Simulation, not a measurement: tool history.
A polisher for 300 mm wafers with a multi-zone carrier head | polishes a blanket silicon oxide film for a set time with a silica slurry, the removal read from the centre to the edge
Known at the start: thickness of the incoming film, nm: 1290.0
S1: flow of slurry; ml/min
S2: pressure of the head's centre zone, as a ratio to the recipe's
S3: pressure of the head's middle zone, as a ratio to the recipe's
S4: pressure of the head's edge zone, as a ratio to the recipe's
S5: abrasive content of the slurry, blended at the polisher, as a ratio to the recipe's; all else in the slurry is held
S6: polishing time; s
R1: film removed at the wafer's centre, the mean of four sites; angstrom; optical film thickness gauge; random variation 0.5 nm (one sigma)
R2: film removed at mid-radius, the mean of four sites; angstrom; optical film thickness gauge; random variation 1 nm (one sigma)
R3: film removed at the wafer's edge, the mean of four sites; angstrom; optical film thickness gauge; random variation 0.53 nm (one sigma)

run	hour	S1	S2	S3	S4	S5	S6	R1	R2	R3
1	0.0	200	1.00	1.00	1.00	1.00	37	771.53	758.38	781.30
2	1.8	190	0.97	1.02	0.96	1.00	37	746.49	799.79	757.68
3	5.4	185	0.94	1.01	0.94	0.95	37	706.52	759.85	732.56
4	9.4	180	0.92	1.02	0.92	0.95	37	698.76	768.12	726.38
5	10.1	175	0.90	1.03	0.90	0.95	37	675.81	769.82	709.70
6	18.4	175	0.90	1.03	0.90	1.15	37	730.25	826.02	772.04
7	25.3	170	0.88	1.04	0.88	1.10	37	697.61	816.47	758.80
8	31.4	165	0.87	1.05	0.87	1.05	37	682.16	794.10	713.67

Run 9 comes next. What will it give?
9	34.0	160	0.86	1.06	0.88	1.05	37	?	?	?

Run 9 gave R1 672.94 angstrom, R2 795.17 angstrom, R3 724.28 angstrom.
